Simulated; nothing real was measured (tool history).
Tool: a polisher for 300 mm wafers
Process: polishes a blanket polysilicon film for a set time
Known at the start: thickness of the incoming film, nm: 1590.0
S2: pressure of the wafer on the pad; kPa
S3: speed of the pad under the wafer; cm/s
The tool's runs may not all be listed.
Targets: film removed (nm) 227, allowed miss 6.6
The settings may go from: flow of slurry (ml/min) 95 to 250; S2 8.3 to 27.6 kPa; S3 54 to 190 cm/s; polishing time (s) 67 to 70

Run 1, hour 0: flow of slurry (ml/min) 160, S2 17.9 kPa, S3 122 cm/s, polishing time (s) 67. Result: film removed (nm) 534.97.
Run 2, hour 7.9: flow of slurry (ml/min) 160, S2 17.9 kPa, S3 122 cm/s, polishing time (s) 67. Result: film removed (nm) 541.48.
Run 3, hour 15.7: flow of slurry (ml/min) 160, S2 15.2 kPa, S3 122 cm/s, polishing time (s) 67. Result: film removed (nm) 456.94.
Run 4, hour 18.5: flow of slurry (ml/min) 155, S2 13.8 kPa, S3 114 cm/s, polishing time (s) 67. Result: film removed (nm) 394.83.
Run 5, hour 23.3: flow of slurry (ml/min) 150, S2 12.4 kPa, S3 108 cm/s, polishing time (s) 67. Result: film removed (nm) 331.61.
Run 6, hour 28.8: flow of slurry (ml/min) 130, S2 12.4 kPa, S3 108 cm/s, polishing time (s) 67. Result: film removed (nm) 316.7.
Run 7, hour 34: flow of slurry (ml/min) 125, S2 11.7 kPa, S3 108 cm/s, polishing time (s) 67. Result: film removed (nm) 305.08.
Run 8, hour 34.9: flow of slurry (ml/min) 120, S2 11 kPa, S3 106 cm/s, polishing time (s) 67. Result: film removed (nm) 274.26.
Run 9, hour 43.6: flow of slurry (ml/min) 115, S2 10.3 kPa, S3 106 cm/s, polishing time (s) 67. Result: film removed (nm) 255.87.
Run 10, hour 49.6: flow of slurry (ml/min) 100, S2 8.3 kPa, S3 106 cm/s, polishing time (s) 67. Result: film removed (nm) 201.8.
Run 11, hour 52.5: flow of slurry (ml/min) 105, S2 8.3 kPa, S3 106 cm/s, polishing time (s) 67. Result: film removed (nm) 205.09.
Run 12, hour 54.7: flow of slurry (ml/min) 110, S2 8.3 kPa, S3 106 cm/s, polishing time (s) 67. Result: film removed (nm) 211.3.
Run 13, hour 60.8: flow of slurry (ml/min) 115, S2 8.3 kPa, S3 106 cm/s, polishing time (s) 67. Result: film removed (nm) 211.07.
Run 14, hour 68.8: flow of slurry (ml/min) 120, S2 8.3 kPa, S3 106 cm/s, polishing time (s) 67. Result: film removed (nm) 215.36.
Run 15, hour 73.8: flow of slurry (ml/min) 125, S2 8.3 kPa, S3 106 cm/s, polishing time (s) 67. Result: film removed (nm) 211.99.
Run 16, hour 81.8: flow of slurry (ml/min) 125, S2 8.3 kPa, S3 106 cm/s, polishing time (s) 67. Result: film removed (nm) 213.18.

Which of these 4 next moves meets every target?
Run A, hour 89.8: flow of slurry (ml/min) 110, S2 12.4 kPa, S3 80 cm/s, polishing time (s) 70. Result: film removed (nm) ?.
Run B, hour 89.8: flow of slurry (ml/min) 95, S2 11 kPa, S3 94 cm/s, polishing time (s) 69. Result: film removed (nm) ?.
Run C, hour 89.8: flow of slurry (ml/min) 150, S2 9 kPa, S3 98 cm/s, polishing time (s) 68. Result: film removed (nm) ?.
Run D, hour 89.8: flow of slurry (ml/min) 145, S2 9 kPa, S3 106 cm/s, polishing time (s) 68. Result: film removed (nm) ?.

move  film removed (nm)
   A             246.81
   B             244.13
   C             228.23
   D             244.66
A: takes the result that was furthest off past its target
B: takes the result that was furthest off past its target
C: meets every target
D: takes the result that was furthest off past its target
Move C is the one to make.
